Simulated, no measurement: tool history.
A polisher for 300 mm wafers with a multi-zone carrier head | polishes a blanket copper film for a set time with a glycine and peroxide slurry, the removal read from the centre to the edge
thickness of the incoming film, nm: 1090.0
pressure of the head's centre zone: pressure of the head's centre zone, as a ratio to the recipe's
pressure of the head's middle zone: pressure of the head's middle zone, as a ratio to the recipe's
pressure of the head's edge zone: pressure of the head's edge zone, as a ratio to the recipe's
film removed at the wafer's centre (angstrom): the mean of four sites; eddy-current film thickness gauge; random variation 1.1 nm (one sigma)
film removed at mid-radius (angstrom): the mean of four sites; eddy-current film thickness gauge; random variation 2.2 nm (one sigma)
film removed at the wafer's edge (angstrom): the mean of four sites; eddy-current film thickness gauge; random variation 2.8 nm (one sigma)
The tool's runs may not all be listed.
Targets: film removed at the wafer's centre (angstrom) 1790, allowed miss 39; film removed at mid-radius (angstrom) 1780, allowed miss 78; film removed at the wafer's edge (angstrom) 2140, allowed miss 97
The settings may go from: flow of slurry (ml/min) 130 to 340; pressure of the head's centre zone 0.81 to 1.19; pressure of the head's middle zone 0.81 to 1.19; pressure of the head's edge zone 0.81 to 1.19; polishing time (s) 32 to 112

run	hour	flow of slurry (ml/min)	pressure of the head's centre zone	pressure of the head's middle zone	pressure of the head's edge zone	polishing time (s)	film removed at the wafer's centre (angstrom)	film removed at mid-radius (angstrom)	film removed at the wafer's edge (angstrom)
1	0	220	1	1	1	72	3481.1	3330.7	3464.1
2	7.2	210	0.96	0.96	0.99	64	2989.6	2916.8	3057.8
3	14.2	210	0.96	0.96	0.99	76	3542.6	3428.8	3671.6
4	16.5	210	0.96	1.03	0.99	76	3523.7	3638.6	3679
5	25.2	210	0.96	1.03	0.99	68	3130.2	3211.2	3353.6
6	32.4	210	0.96	1.03	0.99	51	2369.6	2349.5	2404.5
7	34.1	200	0.93	0.99	1.02	49	2178.5	2240.6	2391.2
8	37.3	195	0.92	0.95	1.03	47	2059.4	2096.8	2295.9
9	43.8	185	0.91	0.92	1.04	46	1992.6	1974.7	2226.3
10	47.1	145	0.83	0.85	1.06	45	1671.6	1780.7	2123.6
11	54.5	155	0.84	0.84	1.06	45	1725	1780.9	2132.6
12	60.7	160	0.84	0.84	1.06	45	1730.7	1796.6	2143.7
13	61.8	165	0.84	0.83	1.06	45	1745.5	1771	2162.1

5 next moves are on the table. One of them brings every result within its allowed miss. Which?
A	62.9	165	0.84	0.84	1.11	44	?	?	?
B	62.9	155	0.88	0.87	1.12	43	?	?	?
C	62.9	155	0.84	0.85	1	42	?	?	?
D	62.9	185	0.86	0.82	1.04	44	?	?	?
E	62.9	170	0.81	0.82	1.06	45	?	?	?

move	film removed at the wafer's centre (angstrom)	film removed at mid-radius (angstrom)	film removed at the wafer's edge (angstrom)
A	1712.7	1748.7	2173.4
B	1732.4	1724.4	2115.8
C	1614.4	1662.3	1953.9
D	1791.2	1757.4	2133.2
E	1698.1	1773.3	2180.4
A: further off than the last run
B: further off than the last run
C: further off than the last run
D: meets every target
E: further off than the last run
Move D is the one to make.
